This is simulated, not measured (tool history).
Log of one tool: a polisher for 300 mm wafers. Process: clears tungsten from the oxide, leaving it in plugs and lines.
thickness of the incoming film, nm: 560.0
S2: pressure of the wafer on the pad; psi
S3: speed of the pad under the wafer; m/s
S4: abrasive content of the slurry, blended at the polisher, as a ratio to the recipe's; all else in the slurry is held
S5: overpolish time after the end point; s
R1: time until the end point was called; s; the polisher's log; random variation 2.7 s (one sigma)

run 1 hour=0 | flow_of_slurry_(ml/min)=305 S2=4 S3=1.02 S4=1 S5=7 | R1=129.15
run 2 hour=3 | flow_of_slurry_(ml/min)=305 S2=4 S3=1.02 S4=0.8 S5=7 | R1=134.12
run 3 hour=11.4 | flow_of_slurry_(ml/min)=305 S2=3.7 S3=1.02 S4=0.8 S5=7 | R1=151.39
run 4 hour=12.4 | flow_of_slurry_(ml/min)=305 S2=3.5 S3=1.02 S4=0.8 S5=7 | R1=152.86
run 5 hour=15.3 | flow_of_slurry_(ml/min)=305 S2=2.6 S3=1.02 S4=0.8 S5=7 | R1=203.86
run 6 hour=16 | flow_of_slurry_(ml/min)=305 S2=3.4 S3=1.02 S4=0.8 S5=7 | R1=159.01

Forecast run 7:
run 7 hour=17.1 | flow_of_slurry_(ml/min)=305 S2=3.2 S3=1.02 S4=0.8 S5=7 | R1=?

{"run 7": {"R1": 168.65}}
